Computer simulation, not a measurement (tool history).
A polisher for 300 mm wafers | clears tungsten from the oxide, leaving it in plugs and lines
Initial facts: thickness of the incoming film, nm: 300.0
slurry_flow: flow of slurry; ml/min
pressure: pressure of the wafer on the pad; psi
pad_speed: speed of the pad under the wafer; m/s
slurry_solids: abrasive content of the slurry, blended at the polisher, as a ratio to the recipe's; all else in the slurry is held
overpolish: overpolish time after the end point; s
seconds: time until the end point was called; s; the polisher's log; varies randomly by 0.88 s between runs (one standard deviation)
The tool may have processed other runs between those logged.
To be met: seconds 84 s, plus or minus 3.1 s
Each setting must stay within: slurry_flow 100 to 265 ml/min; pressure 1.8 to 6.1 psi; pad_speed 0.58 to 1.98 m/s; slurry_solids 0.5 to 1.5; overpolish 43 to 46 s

run  hour  slurry_flow  pressure  pad_speed  slurry_solids  overpolish  seconds
  1     0          170       3.9       1.28              1          43   57.247
  2   4.4          170       3.9       1.28              1          46   57.255
  3   5.7          170       3.9       1.28            0.8          46   59.272
  4   6.7          170       3.9       1.28            0.8          43   60.653
  5  13.1          170       3.8       1.28            0.8          43   61.783
  6  14.6          185       3.8       1.28            0.8          43   60.534
  7  20.3          180       3.7       1.28            0.8          43   62.133
  8  21.1          170       2.6       1.26            0.8          43    91.03
  9  27.6          175       2.6       1.26            0.8          43   90.535

Of the 4 settings listed for the next run, only one would bring every result within its allowed miss of target. Which one?
  A  34.1          155       2.2       1.48           0.85          46        ?
  B  34.1          160       2.7       1.12            1.1          43        ?
  C  34.1          150       2.4       1.36           0.85          43        ?
  D  34.1          185       3.1       1.14           0.75          46        ?

move  seconds
   A   89.446
   B   91.128
   C   89.856
   D   82.959
A: closer than the last run, but not yet in spec
B: misses by more than the last run did
C: closer than the last run, but not yet in spec
D: all results in spec
D is the move that brings every result within its allowed miss.

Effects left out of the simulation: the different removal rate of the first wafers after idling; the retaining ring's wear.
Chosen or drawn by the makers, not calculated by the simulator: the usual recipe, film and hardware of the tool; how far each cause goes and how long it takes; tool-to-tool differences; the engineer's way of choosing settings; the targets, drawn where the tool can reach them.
